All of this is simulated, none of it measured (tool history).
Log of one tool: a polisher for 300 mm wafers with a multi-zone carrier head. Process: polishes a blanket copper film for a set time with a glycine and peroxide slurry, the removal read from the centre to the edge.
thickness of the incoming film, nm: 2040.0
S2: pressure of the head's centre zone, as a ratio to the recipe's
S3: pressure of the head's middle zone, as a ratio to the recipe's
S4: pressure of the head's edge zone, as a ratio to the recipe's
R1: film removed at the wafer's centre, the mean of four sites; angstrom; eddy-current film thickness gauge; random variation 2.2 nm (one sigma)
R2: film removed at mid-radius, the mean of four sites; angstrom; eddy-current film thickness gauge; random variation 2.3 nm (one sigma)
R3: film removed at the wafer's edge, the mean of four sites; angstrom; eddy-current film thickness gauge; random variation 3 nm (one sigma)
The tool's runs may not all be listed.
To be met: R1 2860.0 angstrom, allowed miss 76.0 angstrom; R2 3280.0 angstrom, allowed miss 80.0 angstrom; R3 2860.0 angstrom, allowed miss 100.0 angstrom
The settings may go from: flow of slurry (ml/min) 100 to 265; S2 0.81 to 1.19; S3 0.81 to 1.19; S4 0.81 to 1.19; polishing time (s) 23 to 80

{"run": 1, "day": 0.0, "flow of slurry (ml/min)": 170, "S2": 1.0, "S3": 1.0, "S4": 1.0, "polishing time (s)": 51, "R1": 2627.9, "R2": 2640.0, "R3": 2663.7}
{"run": 2, "day": 0.117, "flow of slurry (ml/min)": 170, "S2": 1.0, "S3": 0.93, "S4": 1.0, "polishing time (s)": 51, "R1": 2581.8, "R2": 2465.8, "R3": 2594.5}
{"run": 3, "day": 0.371, "flow of slurry (ml/min)": 150, "S2": 1.0, "S3": 0.93, "S4": 1.0, "polishing time (s)": 51, "R1": 2544.7, "R2": 2431.7, "R3": 2676.7}
{"run": 4, "day": 0.604, "flow of slurry (ml/min)": 150, "S2": 1.03, "S3": 0.93, "S4": 1.0, "polishing time (s)": 51, "R1": 2628.0, "R2": 2463.1, "R3": 2627.1}
{"run": 5, "day": 0.967, "flow of slurry (ml/min)": 160, "S2": 1.03, "S3": 0.99, "S4": 1.01, "polishing time (s)": 51, "R1": 2654.0, "R2": 2595.5, "R3": 2667.3}
{"run": 6, "day": 1.125, "flow of slurry (ml/min)": 170, "S2": 1.03, "S3": 1.04, "S4": 1.02, "polishing time (s)": 51, "R1": 2679.2, "R2": 2745.4, "R3": 2651.5}
{"run": 7, "day": 1.2, "flow of slurry (ml/min)": 180, "S2": 1.03, "S3": 1.07, "S4": 1.04, "polishing time (s)": 51, "R1": 2728.5, "R2": 2817.2, "R3": 2678.2}
{"run": 8, "day": 1.367, "flow of slurry (ml/min)": 190, "S2": 1.02, "S3": 1.1, "S4": 1.06, "polishing time (s)": 51, "R1": 2743.2, "R2": 2949.2, "R3": 2756.3}
{"run": 9, "day": 1.429, "flow of slurry (ml/min)": 200, "S2": 1.02, "S3": 1.11, "S4": 1.06, "polishing time (s)": 51, "R1": 2779.2, "R2": 2970.9, "R3": 2806.7}
{"run": 10, "day": 1.725, "flow of slurry (ml/min)": 205, "S2": 1.02, "S3": 1.13, "S4": 1.05, "polishing time (s)": 51, "R1": 2762.4, "R2": 3041.0, "R3": 2801.2}
{"run": 11, "day": 2.058, "flow of slurry (ml/min)": 210, "S2": 1.02, "S3": 1.14, "S4": 1.04, "polishing time (s)": 51, "R1": 2782.3, "R2": 3032.6, "R3": 2776.1}
{"run": 12, "day": 2.171, "flow of slurry (ml/min)": 210, "S2": 1.02, "S3": 1.15, "S4": 1.04, "polishing time (s)": 51, "R1": 2760.1, "R2": 3086.8, "R3": 2748.3}

5 next moves are on the table. One of them brings every result within its allowed miss. Which?
{"run": "A", "day": 2.283, "flow of slurry (ml/min)": 260, "S2": 1.01, "S3": 1.1, "S4": 0.91, "polishing time (s)": 55, "R1": "?", "R2": "?", "R3": "?"}
{"run": "B", "day": 2.283, "flow of slurry (ml/min)": 230, "S2": 1.06, "S3": 1.18, "S4": 1.04, "polishing time (s)": 53, "R1": "?", "R2": "?", "R3": "?"}
{"run": "C", "day": 2.283, "flow of slurry (ml/min)": 220, "S2": 0.98, "S3": 1.15, "S4": 1.02, "polishing time (s)": 58, "R1": "?", "R2": "?", "R3": "?"}
{"run": "D", "day": 2.283, "flow of slurry (ml/min)": 205, "S2": 1.03, "S3": 1.19, "S4": 1.06, "polishing time (s)": 53, "R1": "?", "R2": "?", "R3": "?"}
{"run": "E", "day": 2.283, "flow of slurry (ml/min)": 215, "S2": 1.03, "S3": 1.04, "S4": 1.11, "polishing time (s)": 52, "R1": "?", "R2": "?", "R3": "?"}

move=A R1=3009.0 R2=3263.6 R3=2870.7
move=B R1=3000.3 R2=3294.4 R3=2913.5
move=C R1=3015.5 R2=3509.2 R3=3147.5
move=D R1=2870.1 R2=3273.3 R3=2910.3
move=E R1=2831.6 R2=2877.7 R3=2940.4
A: brings the result that was furthest off to its target, and leaves another outside
B: brings the result that was furthest off to its target, and leaves another outside
C: takes the result that was furthest off past its target
D: meets every target
E: further off than the last run
Move D is the one to make.
